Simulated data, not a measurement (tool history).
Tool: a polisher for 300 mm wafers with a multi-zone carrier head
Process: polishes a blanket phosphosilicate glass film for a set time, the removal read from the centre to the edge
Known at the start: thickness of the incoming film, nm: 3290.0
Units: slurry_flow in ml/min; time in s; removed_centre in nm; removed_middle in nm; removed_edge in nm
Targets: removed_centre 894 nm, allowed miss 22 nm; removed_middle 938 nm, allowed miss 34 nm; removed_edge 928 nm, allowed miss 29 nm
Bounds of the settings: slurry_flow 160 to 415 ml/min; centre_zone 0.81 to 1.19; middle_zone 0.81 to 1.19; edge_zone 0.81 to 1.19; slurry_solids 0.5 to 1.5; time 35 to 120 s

run 1 day=0 | slurry_flow=265 centre_zone=1 middle_zone=1 edge_zone=1 slurry_solids=1 time=77 | removed_centre=663.79 removed_middle=662.76 removed_edge=665.51
run 2 day=0.108 | slurry_flow=205 centre_zone=1 middle_zone=1 edge_zone=1 slurry_solids=1 time=77 | removed_centre=644.28 removed_middle=644.46 removed_edge=652.76
run 3 day=0.179 | slurry_flow=215 centre_zone=1.01 middle_zone=1.02 edge_zone=1.04 slurry_solids=1.1 time=77 | removed_centre=698.07 removed_middle=684.93 removed_edge=707.95
run 4 day=0.546 | slurry_flow=215 centre_zone=1.01 middle_zone=1.02 edge_zone=1.01 slurry_solids=1.1 time=77 | removed_centre=702.53 removed_middle=700.96 removed_edge=704.14
run 5 day=0.892 | slurry_flow=215 centre_zone=1.01 middle_zone=0.95 edge_zone=1.01 slurry_solids=1.1 time=77 | removed_centre=697.41 removed_middle=651.95 removed_edge=697.82
run 6 day=1.067 | slurry_flow=215 centre_zone=1.01 middle_zone=0.95 edge_zone=1.09 slurry_solids=1.1 time=77 | removed_centre=696.32 removed_middle=651.76 removed_edge=726.11
run 7 day=1.275 | slurry_flow=225 centre_zone=1.02 middle_zone=1 edge_zone=1.11 slurry_solids=1.15 time=77 | removed_centre=722.59 removed_middle=722.34 removed_edge=764.91
run 8 day=1.479 | slurry_flow=235 centre_zone=1.04 middle_zone=1.02 edge_zone=1.13 slurry_solids=1.2 time=77 | removed_centre=749.98 removed_middle=745.23 removed_edge=778.33
run 9 day=1.8 | slurry_flow=235 centre_zone=1.04 middle_zone=1.03 edge_zone=1.14 slurry_solids=1.25 time=77 | removed_centre=764.41 removed_middle=759.81 removed_edge=796.83
run 10 day=2.15 | slurry_flow=240 centre_zone=1.04 middle_zone=1.05 edge_zone=1.15 slurry_solids=1.3 time=78 | removed_centre=798.16 removed_middle=796.57 removed_edge=830

5 next moves are on the table. One of them brings every result within its allowed miss. Which?
run A day=2.5 | slurry_flow=215 centre_zone=1.05 middle_zone=1.16 edge_zone=1.19 slurry_solids=1.35 time=87 | removed_centre=? removed_middle=? removed_edge=?
run B day=2.5 | slurry_flow=230 centre_zone=1.06 middle_zone=0.98 edge_zone=1.18 slurry_solids=1.3 time=89 | removed_centre=? removed_middle=? removed_edge=?
run C day=2.5 | slurry_flow=260 centre_zone=1.12 middle_zone=0.83 edge_zone=1.16 slurry_solids=1.4 time=77 | removed_centre=? removed_middle=? removed_edge=?
run D day=2.5 | slurry_flow=170 centre_zone=1.14 middle_zone=0.81 edge_zone=1.09 slurry_solids=1.5 time=88 | removed_centre=? removed_middle=? removed_edge=?
run E day=2.5 | slurry_flow=220 centre_zone=1.06 middle_zone=1.02 edge_zone=1.18 slurry_solids=1.45 time=87 | removed_centre=? removed_middle=? removed_edge=?

move=A removed_centre=897.91 removed_middle=938.31 removed_edge=952.96
move=B removed_centre=920.05 removed_middle=855.51 removed_edge=962.39
move=C removed_centre=883.56 removed_middle=703.25 removed_edge=864.1
move=D removed_centre=987.76 removed_middle=767.31 removed_edge=941.7
move=E removed_centre=937.41 removed_middle=893.97 removed_edge=982.1
A: meets every target
B: takes the result that was furthest off past its target
C: brings the result that was furthest off to its target, and leaves another outside
D: takes the result that was furthest off past its target
E: takes the result that was furthest off past its target
Answer: A
